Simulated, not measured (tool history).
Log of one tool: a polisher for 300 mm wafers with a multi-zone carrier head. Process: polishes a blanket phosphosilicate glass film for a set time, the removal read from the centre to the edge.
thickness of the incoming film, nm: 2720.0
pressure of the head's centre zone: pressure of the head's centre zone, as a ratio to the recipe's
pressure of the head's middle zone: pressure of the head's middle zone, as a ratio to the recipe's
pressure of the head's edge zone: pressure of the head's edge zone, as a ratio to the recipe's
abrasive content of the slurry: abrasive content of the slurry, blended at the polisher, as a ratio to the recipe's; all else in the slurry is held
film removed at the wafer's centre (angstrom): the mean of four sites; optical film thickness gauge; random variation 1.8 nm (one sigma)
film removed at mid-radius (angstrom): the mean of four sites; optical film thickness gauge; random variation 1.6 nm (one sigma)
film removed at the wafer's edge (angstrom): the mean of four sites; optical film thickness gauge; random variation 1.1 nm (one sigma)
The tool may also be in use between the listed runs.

run	hour	flow of slurry (ml/min)	pressure of the head's centre zone	pressure of the head's middle zone	pressure of the head's edge zone	abrasive content of the slurry	polishing time (s)	film removed at the wafer's centre (angstrom)	film removed at mid-radius (angstrom)	film removed at the wafer's edge (angstrom)
1	0	140	1	1	1	1	54	2263.4	2286.5	2203.2
2	5.3	135	0.99	1	0.98	0.95	53	2202.1	2201.1	2139.5
3	9.7	135	0.99	1	0.98	0.95	64	2637	2644.7	2542.6
4	12.2	135	0.98	1.01	0.97	0.9	61	2419.2	2541.6	2390.7
5	17.7	135	0.98	1.01	0.96	0.85	59	2357.5	2388.1	2299.4
6	20.8	135	0.97	1.02	0.95	0.8	56	2158.7	2256.3	2080.4
7	22.5	135	0.97	1.02	0.95	0.8	56	2116.5	2250.8	2107.9

Forecast run 8:
8	28.9	135	0.97	1.02	0.94	0.75	54	?	?	?

Run 8 gave film removed at the wafer's centre (angstrom) 2042, film removed at mid-radius (angstrom) 2146.2, film removed at the wafer's edge (angstrom) 1995.8.
